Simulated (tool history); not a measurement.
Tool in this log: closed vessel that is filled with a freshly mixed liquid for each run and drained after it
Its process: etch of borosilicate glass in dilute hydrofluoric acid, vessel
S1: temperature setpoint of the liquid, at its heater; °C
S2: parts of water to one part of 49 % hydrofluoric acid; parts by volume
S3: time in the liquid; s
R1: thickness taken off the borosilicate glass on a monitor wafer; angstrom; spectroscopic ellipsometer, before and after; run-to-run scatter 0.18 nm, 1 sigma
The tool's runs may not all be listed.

run	hour	S1	S2	S3	R1
1	0	25	185	105	160.49
2	8.9	25	125	105	256.32
3	13.2	25	170	105	178.61
4	15.5	27.5	170	105	196.54
5	18.5	27.5	135	105	259.13
6	20.4	27.5	160	105	211.59
7	28.8	28	150	105	234.37
8	33	28.5	145	105	246.6
9	37.4	29	140	105	263.01

Run 10 has not been measured yet. What should we expect?
10	38.6	29.5	135	105	?

{"run 10": {"R1": 276.85}}

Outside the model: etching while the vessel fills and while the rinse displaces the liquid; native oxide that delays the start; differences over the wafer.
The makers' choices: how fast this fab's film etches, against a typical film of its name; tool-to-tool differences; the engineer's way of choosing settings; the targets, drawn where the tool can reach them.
